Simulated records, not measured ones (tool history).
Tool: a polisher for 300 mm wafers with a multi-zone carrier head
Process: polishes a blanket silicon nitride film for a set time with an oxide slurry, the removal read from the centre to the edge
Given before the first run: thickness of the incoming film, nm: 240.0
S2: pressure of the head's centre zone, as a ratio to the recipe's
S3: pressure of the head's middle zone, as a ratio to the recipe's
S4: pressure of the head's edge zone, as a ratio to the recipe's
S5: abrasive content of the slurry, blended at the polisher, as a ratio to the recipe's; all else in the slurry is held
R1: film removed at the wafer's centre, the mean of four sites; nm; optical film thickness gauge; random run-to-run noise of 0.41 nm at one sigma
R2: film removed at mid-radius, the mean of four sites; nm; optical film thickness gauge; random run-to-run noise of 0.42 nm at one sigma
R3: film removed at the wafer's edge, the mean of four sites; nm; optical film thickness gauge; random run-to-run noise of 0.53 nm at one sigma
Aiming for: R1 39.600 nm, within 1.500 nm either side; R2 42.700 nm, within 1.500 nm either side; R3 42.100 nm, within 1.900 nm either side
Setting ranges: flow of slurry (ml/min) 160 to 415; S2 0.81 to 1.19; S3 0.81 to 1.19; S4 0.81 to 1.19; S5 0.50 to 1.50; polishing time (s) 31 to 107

Run 1, hour 0.0: flow of slurry (ml/min) 265, S2 1.00, S3 1.00, S4 1.00, S5 1.00, polishing time (s) 69. Result: R1 52.292 nm, R2 51.630 nm, R3 51.539 nm.
Run 2, hour 5.8: flow of slurry (ml/min) 265, S2 0.98, S3 0.99, S4 0.99, S5 0.95, polishing time (s) 69. Result: R1 49.812 nm, R2 50.298 nm, R3 49.395 nm.
Run 3, hour 6.3: flow of slurry (ml/min) 260, S2 0.96, S3 0.97, S4 0.98, S5 0.95, polishing time (s) 69. Result: R1 49.597 nm, R2 50.929 nm, R3 48.654 nm.
Run 4, hour 14.5: flow of slurry (ml/min) 260, S2 0.96, S3 0.97, S4 0.98, S5 0.80, polishing time (s) 69. Result: R1 45.378 nm, R2 45.781 nm, R3 45.773 nm.
Run 5, hour 22.0: flow of slurry (ml/min) 260, S2 0.95, S3 0.96, S4 0.98, S5 0.80, polishing time (s) 69. Result: R1 45.524 nm, R2 45.862 nm, R3 46.367 nm.
Run 6, hour 28.2: flow of slurry (ml/min) 255, S2 0.94, S3 0.96, S4 0.97, S5 0.80, polishing time (s) 69. Result: R1 45.388 nm, R2 45.986 nm, R3 45.262 nm.
Run 7, hour 31.9: flow of slurry (ml/min) 255, S2 0.93, S3 0.96, S4 0.97, S5 0.80, polishing time (s) 69. Result: R1 44.322 nm, R2 45.514 nm, R3 46.226 nm.
Run 8, hour 38.4: flow of slurry (ml/min) 255, S2 0.93, S3 0.96, S4 0.97, S5 0.80, polishing time (s) 69. Result: R1 44.720 nm, R2 45.892 nm, R3 45.759 nm.
Run 9, hour 43.9: flow of slurry (ml/min) 255, S2 0.92, S3 0.96, S4 0.96, S5 0.80, polishing time (s) 69. Result: R1 43.810 nm, R2 45.356 nm, R3 44.857 nm.
Run 10, hour 52.8: flow of slurry (ml/min) 255, S2 0.91, S3 0.96, S4 0.96, S5 0.80, polishing time (s) 69. Result: R1 43.832 nm, R2 45.858 nm, R3 46.532 nm.
Run 11, hour 53.7: flow of slurry (ml/min) 250, S2 0.91, S3 0.96, S4 0.95, S5 0.80, polishing time (s) 69. Result: R1 43.970 nm, R2 46.677 nm, R3 46.291 nm.

Which single option among these 4 for the next run brings every result within its allowed miss of target? Just one does.
Run A, hour 54.6: flow of slurry (ml/min) 250, S2 0.92, S3 1.17, S4 0.81, S5 1.05, polishing time (s) 64. Result: R1 ?, R2 ?, R3 ?.
Run B, hour 54.6: flow of slurry (ml/min) 285, S2 0.86, S3 0.92, S4 0.89, S5 0.70, polishing time (s) 69. Result: R1 ?, R2 ?, R3 ?.
Run C, hour 54.6: flow of slurry (ml/min) 240, S2 0.81, S3 1.19, S4 0.88, S5 0.80, polishing time (s) 64. Result: R1 ?, R2 ?, R3 ?.
Run D, hour 54.6: flow of slurry (ml/min) 235, S2 0.89, S3 0.90, S4 1.12, S5 0.65, polishing time (s) 76. Result: R1 ?, R2 ?, R3 ?.

move      R1      R2      R3
   A  45.798  54.834  44.613
   B  39.201  42.312  42.185
   C  36.278  49.012  40.900
   D  42.013  43.489  49.379
A: moves away from the targets compared with the last run
B: hits every target within its allowed miss
C: moves the result that the last run missed by most past its target, out the other side
D: moves away from the targets compared with the last run
The right move is B.
